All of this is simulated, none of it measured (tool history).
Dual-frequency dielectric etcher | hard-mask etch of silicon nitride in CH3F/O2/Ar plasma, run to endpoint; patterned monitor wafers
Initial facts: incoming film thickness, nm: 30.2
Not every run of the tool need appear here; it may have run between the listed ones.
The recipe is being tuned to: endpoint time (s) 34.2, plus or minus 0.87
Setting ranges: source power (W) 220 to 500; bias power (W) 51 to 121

run,hour,source power (W),bias power (W),endpoint time (s)
1,0,360,86,39.784
2,6.1,360,93,38.06
3,10.2,400,93,36.724
4,13.9,420,93,36.354
5,19.3,430,94,35.688
6,19.9,430,82,37.319
7,28.9,440,84,36.854
8,37.6,500,93,33.103

Which of these 5 next moves meets every target?
A,46.3,500,110,?
B,46.3,500,104,?
C,46.3,500,103,?
D,46.3,500,118,?
E,46.3,480,93,?

move,endpoint time (s)
A,31.244
B,31.923
C,32.041
D,30.407
E,33.894
A: lands further from the targets than the last run did
B: lands further from the targets than the last run did
C: lands further from the targets than the last run did
D: lands further from the targets than the last run did
E: each result inside its tolerance
E meets every target.
